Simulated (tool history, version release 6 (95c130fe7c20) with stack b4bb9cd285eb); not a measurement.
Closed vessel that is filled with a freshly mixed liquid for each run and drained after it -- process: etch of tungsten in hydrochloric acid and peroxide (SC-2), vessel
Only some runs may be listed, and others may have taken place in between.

| run | hour | temperature setpoint of the liquid (C) | parts of water to one part each of 37 % hydrochloric acid and 30 % peroxide (parts by volume) | time in the liquid (s) | thickness taken off the tungsten on a monitor wafer (Å) |
|---|---|---|---|---|---|
| 1 | 0.0 | 62.0 | 5.5 | 30 | 164.850 |
| 2 | 2.7 | 62.0 | 7.5 | 30 | 130.700 |
| 3 | 7.6 | 59.5 | 7.5 | 30 | 109.350 |
| 4 | 15.0 | 59.5 | 7.5 | 30 | 109.250 |
| 5 | 18.2 | 59.5 | 7.5 | 30 | 109.200 |
| 6 | 21.7 | 59.5 | 5.5 | 30 | 141.220 |
| 7 | 27.2 | 57.0 | 5.5 | 30 | 120.620 |
| 8 | 36.2 | 55.0 | 5.5 | 30 | 105.660 |
| 9 | 41.6 | 53.5 | 5.5 | 30 | 94.901 |

Run 10 comes next. What will it give?
| 10 | 47.2 | 52.5 | 5.5 | 30 | ? |

thickness taken off the tungsten on a monitor wafer (Å): 89.535
